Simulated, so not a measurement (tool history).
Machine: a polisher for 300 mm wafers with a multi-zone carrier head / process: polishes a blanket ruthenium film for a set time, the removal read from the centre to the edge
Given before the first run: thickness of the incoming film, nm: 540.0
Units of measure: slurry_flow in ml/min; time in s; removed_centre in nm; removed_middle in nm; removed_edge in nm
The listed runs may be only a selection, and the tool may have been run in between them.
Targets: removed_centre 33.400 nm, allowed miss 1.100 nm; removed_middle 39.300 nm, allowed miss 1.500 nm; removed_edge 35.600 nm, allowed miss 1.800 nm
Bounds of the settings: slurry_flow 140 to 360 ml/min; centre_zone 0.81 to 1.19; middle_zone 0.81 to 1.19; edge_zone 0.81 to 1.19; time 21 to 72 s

Run 1, hour 0.0: slurry_flow 230 ml/min, centre_zone 1.00, middle_zone 1.00, edge_zone 1.00, time 46 s. Result: removed_centre 67.486 nm, removed_middle 66.194 nm, removed_edge 64.176 nm.
Run 2, hour 8.6: slurry_flow 225 ml/min, centre_zone 0.98, middle_zone 1.00, edge_zone 0.98, time 42 s. Result: removed_centre 60.051 nm, removed_middle 61.702 nm, removed_edge 59.262 nm.
Run 3, hour 17.0: slurry_flow 205 ml/min, centre_zone 0.98, middle_zone 1.00, edge_zone 0.98, time 42 s. Result: removed_centre 59.624 nm, removed_middle 60.222 nm, removed_edge 59.155 nm.
Run 4, hour 25.5: slurry_flow 200 ml/min, centre_zone 0.97, middle_zone 1.00, edge_zone 0.95, time 39 s. Result: removed_centre 53.255 nm, removed_middle 56.274 nm, removed_edge 54.535 nm.
Run 5, hour 30.6: slurry_flow 200 ml/min, centre_zone 0.97, middle_zone 1.07, edge_zone 0.95, time 39 s. Result: removed_centre 53.192 nm, removed_middle 59.354 nm, removed_edge 53.058 nm.
Run 6, hour 31.8: slurry_flow 200 ml/min, centre_zone 0.97, middle_zone 1.07, edge_zone 0.94, time 36 s. Result: removed_centre 49.421 nm, removed_middle 54.164 nm, removed_edge 49.276 nm.
Run 7, hour 37.8: slurry_flow 200 ml/min, centre_zone 0.96, middle_zone 1.07, edge_zone 0.94, time 34 s. Result: removed_centre 45.559 nm, removed_middle 51.163 nm, removed_edge 46.580 nm.
Run 8, hour 44.9: slurry_flow 205 ml/min, centre_zone 0.88, middle_zone 1.01, edge_zone 0.84, time 23 s. Result: removed_centre 28.915 nm, removed_middle 33.589 nm, removed_edge 29.394 nm.
Run 9, hour 49.7: slurry_flow 225 ml/min, centre_zone 0.94, middle_zone 1.11, edge_zone 0.94, time 22 s. Result: removed_centre 30.135 nm, removed_middle 35.923 nm, removed_edge 30.715 nm.
Run 10, hour 51.5: slurry_flow 220 ml/min, centre_zone 0.95, middle_zone 1.12, edge_zone 0.96, time 22 s. Result: removed_centre 30.293 nm, removed_middle 34.979 nm, removed_edge 30.289 nm.
Run 11, hour 56.4: slurry_flow 215 ml/min, centre_zone 0.95, middle_zone 1.12, edge_zone 0.97, time 23 s. Result: removed_centre 31.557 nm, removed_middle 35.809 nm, removed_edge 32.253 nm.

Which single option among these 5 for the next run brings every result within its allowed miss of target? Just one does.
Run A, hour 61.3: slurry_flow 175 ml/min, centre_zone 0.83, middle_zone 1.07, edge_zone 1.11, time 27 s. Result: removed_centre ?, removed_middle ?, removed_edge ?.
Run B, hour 61.3: slurry_flow 160 ml/min, centre_zone 0.91, middle_zone 1.07, edge_zone 0.88, time 25 s. Result: removed_centre ?, removed_middle ?, removed_edge ?.
Run C, hour 61.3: slurry_flow 140 ml/min, centre_zone 0.82, middle_zone 0.97, edge_zone 1.19, time 28 s. Result: removed_centre ?, removed_middle ?, removed_edge ?.
Run D, hour 61.3: slurry_flow 230 ml/min, centre_zone 0.89, middle_zone 1.12, edge_zone 0.93, time 26 s. Result: removed_centre ?, removed_middle ?, removed_edge ?.
Run E, hour 61.3: slurry_flow 220 ml/min, centre_zone 0.95, middle_zone 1.14, edge_zone 1.05, time 24 s. Result: removed_centre ?, removed_middle ?, removed_edge ?.

move  removed_centre  removed_middle  removed_edge
   A          31.028          40.131        38.564
   B          30.883          36.481        31.517
   C          30.034          36.440        40.054
   D          33.719          42.031        35.200
   E          33.013          39.124        34.270
A: corrects the largest miss of the last run, while another result sits out of spec
B: as far off as the last run
C: lands further from the targets than the last run did
D: the result that was furthest off in the last run now lies on the other side of its target
E: all results land within tolerance of their targets
Move E is the one to make.

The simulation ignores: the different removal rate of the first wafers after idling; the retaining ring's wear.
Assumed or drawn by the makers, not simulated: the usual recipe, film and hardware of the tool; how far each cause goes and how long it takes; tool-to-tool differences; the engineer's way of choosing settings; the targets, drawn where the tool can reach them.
